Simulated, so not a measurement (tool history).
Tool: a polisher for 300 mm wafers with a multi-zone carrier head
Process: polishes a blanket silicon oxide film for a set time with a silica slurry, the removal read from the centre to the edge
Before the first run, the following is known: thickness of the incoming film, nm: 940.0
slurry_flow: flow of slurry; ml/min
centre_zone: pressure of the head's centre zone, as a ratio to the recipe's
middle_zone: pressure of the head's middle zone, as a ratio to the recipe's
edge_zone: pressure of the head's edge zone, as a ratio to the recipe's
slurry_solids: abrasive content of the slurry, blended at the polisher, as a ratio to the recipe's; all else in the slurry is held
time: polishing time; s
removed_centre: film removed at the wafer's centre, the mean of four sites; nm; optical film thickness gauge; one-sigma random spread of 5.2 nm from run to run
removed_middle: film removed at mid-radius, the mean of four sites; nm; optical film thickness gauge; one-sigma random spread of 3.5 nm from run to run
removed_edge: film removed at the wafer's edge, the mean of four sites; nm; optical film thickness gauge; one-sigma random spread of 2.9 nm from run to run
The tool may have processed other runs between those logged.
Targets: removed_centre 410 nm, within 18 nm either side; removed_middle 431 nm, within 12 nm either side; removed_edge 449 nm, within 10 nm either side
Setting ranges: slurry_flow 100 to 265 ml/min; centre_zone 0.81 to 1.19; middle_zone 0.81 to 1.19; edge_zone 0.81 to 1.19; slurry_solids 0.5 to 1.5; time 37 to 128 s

run  hour  slurry_flow  centre_zone  middle_zone  edge_zone  slurry_solids  time  removed_centre  removed_middle  removed_edge
  1     0          170            1            1          1              1    82          302.23           297.3        308.59
  2   2.8          175            1         1.01       1.02           1.05    82          301.83          312.28        318.24
  3   8.1          175         1.01         1.01       1.03            1.1    83           321.1          321.14        334.11
  4  13.2          175         1.01         1.01       0.99            1.1    83           323.3          324.58         324.1
     17.8  -- worn pad replaced by a new one
  5  17.8          175         1.01         1.01       1.02            1.1    83          372.26          364.04        377.26
  6  19.3          180         1.01         1.02       1.03            1.1    83          370.48          367.03        380.24
  7  23.3          185            1         1.02       1.03            1.1    83          369.32          375.01        378.23
  8  26.7          190         0.99         1.02       1.04            1.1    83          376.09          373.44        384.54
  9  28.6          195         0.97         1.02       1.04            1.1    83          359.68          373.53        378.25
 10  35.3          200         0.97         1.02       1.05            1.1    83          361.76           376.7        382.13
 11  37.7          205         0.97         1.02       1.06            1.1    83          365.25          372.89        387.99
 12  39.9          210         0.97         1.02       1.07            1.1    83          362.72          381.65        391.32

Which one of the following 4 next-run settings gets every result inside its allowed miss? There is exactly one.
  A  42.1          265         1.01         1.16       0.86           1.25    75               ?               ?             ?
  B  42.1          225         0.92         1.19       1.19           0.95    97               ?               ?             ?
  C  42.1          210         0.98         1.06       1.13           1.25    86               ?               ?             ?
  D  42.1          190         1.14         1.06       0.99           1.25    88               ?               ?             ?

move  removed_centre  removed_middle  removed_edge
   A          382.02          410.43        346.37
   B          382.67          460.88        447.47
   C          412.23          423.58        444.06
   D          481.04          427.23        421.19
A: the biggest miss grows against the last run
B: brings the result that was furthest off to its target, and leaves another outside
C: in spec on every target
D: closer than the last run, but not yet in spec
C meets every target.
